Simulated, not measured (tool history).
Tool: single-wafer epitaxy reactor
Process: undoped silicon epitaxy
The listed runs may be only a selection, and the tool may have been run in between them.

run	hour	wafer temperature setpoint (pyrometer-controlled) (°C)	deposition time (s)	mean film thickness on the monitor wafer (Å)
1	0.0	655	517	906.86
2	4.7	655	460	807.26
3	11.2	655	433	759.74
4	12.2	649	433	660.40
5	17.7	652	434	707.34
6	19.8	652	505	822.32
7	25.0	653	505	849.32
8	33.4	654	505	864.60
9	41.4	655	505	885.17
10	50.3	656	505	905.66

Estimate the outcome of run 11 from the log above:
11	59.3	665	507	?

Run 11 gave mean film thickness on the monitor wafer (Å) 1115.80.
